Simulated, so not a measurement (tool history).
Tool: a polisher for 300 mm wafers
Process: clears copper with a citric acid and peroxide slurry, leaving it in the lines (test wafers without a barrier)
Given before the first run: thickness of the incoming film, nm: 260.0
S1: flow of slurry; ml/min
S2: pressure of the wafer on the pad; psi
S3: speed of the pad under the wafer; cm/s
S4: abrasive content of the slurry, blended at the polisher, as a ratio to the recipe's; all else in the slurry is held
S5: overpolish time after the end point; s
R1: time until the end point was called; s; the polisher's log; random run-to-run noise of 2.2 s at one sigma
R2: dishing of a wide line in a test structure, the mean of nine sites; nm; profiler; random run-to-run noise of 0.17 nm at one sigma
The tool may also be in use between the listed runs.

run	hour	S1	S2	S3	S4	S5	R1	R2
1	0.0	150	2.6	96	1.00	25	158.56	32.5550
2	6.7	155	2.2	100	1.00	20	175.16	23.8800
3	12.9	155	1.7	100	1.00	20	209.18	19.8370
4	15.2	155	1.7	100	1.00	24	208.21	23.5870
5	21.1	155	1.7	116	1.00	24	184.15	26.7070
6	24.5	175	1.6	110	1.15	19	187.76	20.6410
7	30.3	215	1.2	92	1.40	8	251.06	6.8276
8	38.2	215	1.4	92	1.40	8	235.51	7.3975
9	44.7	220	1.9	96	1.40	8	178.76	9.8003

Run 10 has not been measured yet. What should we expect?
10	48.7	220	1.8	96	1.40	8	?	?

{"run 10": {"R1": 185.39, "R2": 9.4705}}

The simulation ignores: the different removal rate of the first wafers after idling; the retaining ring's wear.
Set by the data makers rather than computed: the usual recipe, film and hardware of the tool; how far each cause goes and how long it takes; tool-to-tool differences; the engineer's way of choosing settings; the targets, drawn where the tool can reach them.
